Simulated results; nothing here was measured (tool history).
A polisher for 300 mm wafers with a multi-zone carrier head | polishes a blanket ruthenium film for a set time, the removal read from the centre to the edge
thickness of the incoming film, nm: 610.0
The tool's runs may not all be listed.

| run | hour | flow of slurry (ml/min) | pressure of the head's centre zone | pressure of the head's middle zone | pressure of the head's edge zone | polishing time (s) | film removed at the wafer's centre (Å) | film removed at mid-radius (Å) | film removed at the wafer's edge (Å) |
|---|---|---|---|---|---|---|---|---|---|
| 1 | 0.0 | 185 | 1.00 | 1.00 | 1.00 | 35 | 400.84 | 413.58 | 417.40 |
| 2 | 5.8 | 155 | 1.00 | 1.00 | 1.00 | 35 | 387.11 | 397.23 | 414.62 |
| 3 | 7.2 | 120 | 1.00 | 1.00 | 1.00 | 35 | 364.43 | 383.76 | 394.12 |
| 4 | 13.8 | 130 | 0.99 | 0.99 | 1.02 | 36 | 387.76 | 396.40 | 410.77 |
|  | 20.5 | worn pad replaced by a new one |
| 5 | 20.5 | 135 | 0.97 | 0.98 | 1.04 | 37 | 423.58 | 432.42 | 459.19 |
| 6 | 28.8 | 140 | 0.95 | 0.97 | 1.05 | 37 | 406.93 | 437.33 | 469.71 |

Run 7 comes next. What will it give?
| 7 | 34.8 | 150 | 0.95 | 0.96 | 1.06 | 37 | ? | ? | ? |

{"run 7": {"film removed at the wafer's centre (Å)": 427.97, "film removed at mid-radius (Å)": 433.29, "film removed at the wafer's edge (Å)": 473.38}}
